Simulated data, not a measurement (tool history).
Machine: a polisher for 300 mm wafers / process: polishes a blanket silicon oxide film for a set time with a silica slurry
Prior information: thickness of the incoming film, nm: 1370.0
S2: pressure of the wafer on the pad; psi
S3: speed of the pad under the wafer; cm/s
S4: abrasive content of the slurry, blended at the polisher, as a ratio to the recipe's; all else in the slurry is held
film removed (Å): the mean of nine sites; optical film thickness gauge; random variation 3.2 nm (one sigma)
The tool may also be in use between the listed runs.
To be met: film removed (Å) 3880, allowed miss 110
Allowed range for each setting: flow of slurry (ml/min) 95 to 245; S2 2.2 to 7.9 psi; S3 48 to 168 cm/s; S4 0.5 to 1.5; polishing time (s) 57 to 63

run 1 hour=0 | flow_of_slurry_(ml/min)=155 S2=5 S3=108 S4=1 polishing_time_(s)=63 | film_removed_(Å)=2463.6
run 2 hour=6.3 | flow_of_slurry_(ml/min)=160 S2=5.3 S3=108 S4=1 polishing_time_(s)=63 | film_removed_(Å)=2596.7
run 3 hour=10.6 | flow_of_slurry_(ml/min)=165 S2=5.6 S3=108 S4=1 polishing_time_(s)=63 | film_removed_(Å)=2693.7
run 4 hour=11.2 | flow_of_slurry_(ml/min)=165 S2=5.6 S3=108 S4=0.9 polishing_time_(s)=63 | film_removed_(Å)=2673.5
run 5 hour=18.2 | flow_of_slurry_(ml/min)=165 S2=5.9 S3=108 S4=0.9 polishing_time_(s)=63 | film_removed_(Å)=2722
run 6 hour=19.5 | flow_of_slurry_(ml/min)=165 S2=5.9 S3=108 S4=0.9 polishing_time_(s)=63 | film_removed_(Å)=2732
run 7 hour=22.3 | flow_of_slurry_(ml/min)=170 S2=6.2 S3=108 S4=0.9 polishing_time_(s)=63 | film_removed_(Å)=2863.8
run 8 hour=31.3 | flow_of_slurry_(ml/min)=180 S2=7.6 S3=110 S4=0.9 polishing_time_(s)=63 | film_removed_(Å)=3516.7
run 9 hour=33.2 | flow_of_slurry_(ml/min)=180 S2=7.7 S3=112 S4=0.9 polishing_time_(s)=63 | film_removed_(Å)=3622
run 10 hour=35.7 | flow_of_slurry_(ml/min)=185 S2=7.8 S3=116 S4=0.9 polishing_time_(s)=63 | film_removed_(Å)=3786.7

4 next moves are on the table. One of them brings every result within its allowed miss. Which?
run A hour=38.2 | flow_of_slurry_(ml/min)=190 S2=7.7 S3=118 S4=0.95 polishing_time_(s)=59 | film_removed_(Å)=?
run B hour=38.2 | flow_of_slurry_(ml/min)=185 S2=7.7 S3=120 S4=0.9 polishing_time_(s)=59 | film_removed_(Å)=?
run C hour=38.2 | flow_of_slurry_(ml/min)=190 S2=7.3 S3=112 S4=1 polishing_time_(s)=63 | film_removed_(Å)=?
run D hour=38.2 | flow_of_slurry_(ml/min)=160 S2=7.6 S3=128 S4=1.05 polishing_time_(s)=60 | film_removed_(Å)=?

move=A film_removed_(Å)=3635.7
move=B film_removed_(Å)=3606.1
move=C film_removed_(Å)=3613
move=D film_removed_(Å)=3950.2
A: moves away from the targets compared with the last run
B: moves away from the targets compared with the last run
C: moves away from the targets compared with the last run
D: every result lands within tolerance
Correct choice: D, which meets every target
